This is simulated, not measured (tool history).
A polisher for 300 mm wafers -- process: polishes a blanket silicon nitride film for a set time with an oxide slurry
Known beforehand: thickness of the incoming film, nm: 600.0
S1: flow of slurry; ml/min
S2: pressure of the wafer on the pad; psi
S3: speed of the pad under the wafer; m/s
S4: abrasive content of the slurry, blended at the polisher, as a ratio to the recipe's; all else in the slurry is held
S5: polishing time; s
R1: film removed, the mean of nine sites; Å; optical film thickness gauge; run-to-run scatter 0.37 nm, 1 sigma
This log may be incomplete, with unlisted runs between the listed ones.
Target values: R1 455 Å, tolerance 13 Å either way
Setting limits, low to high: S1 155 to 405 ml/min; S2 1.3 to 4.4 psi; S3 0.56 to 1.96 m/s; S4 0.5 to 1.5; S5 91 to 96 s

run	day	S1	S2	S3	S4	S5	R1
1	0	260	2.8	1.26	1	91	650.09
2	0.362	260	2.8	1.26	1	91	645.78
3	0.583	260	2.8	1.56	1	91	757.39
4	0.742	260	2.8	1.56	0.85	91	711.49
5	0.95	260	2.4	1.56	0.85	91	653.86
6	1.2	260	2	1.5	0.85	91	568.58
7	1.575	260	1.8	1.48	0.85	91	542.53
8	1.638	260	1.6	1.44	0.85	91	494.84
9	1.792	260	1.5	1.44	0.85	91	489.41

Below are 5 possible settings for the next run. Only one of them brings all results inside the allowed miss of their targets. Which is it?
A	1.946	265	1.3	1.56	0.8	92	?
B	1.946	265	1.4	1.24	0.9	95	?
C	1.946	275	1.5	1.44	0.85	92	?
D	1.946	270	1.4	1.4	0.85	95	?
E	1.946	245	1.8	1.36	0.8	91	?

move	R1
A	479.05
B	450.84
C	493.32
D	483.12
E	494.22
A: moves toward the targets from the last run without getting all of them in spec
B: all results in spec
C: lands further from the targets than the last run did
D: moves toward the targets from the last run without getting all of them in spec
E: lands further from the targets than the last run did
So the answer is move B, the one that meets all the targets.

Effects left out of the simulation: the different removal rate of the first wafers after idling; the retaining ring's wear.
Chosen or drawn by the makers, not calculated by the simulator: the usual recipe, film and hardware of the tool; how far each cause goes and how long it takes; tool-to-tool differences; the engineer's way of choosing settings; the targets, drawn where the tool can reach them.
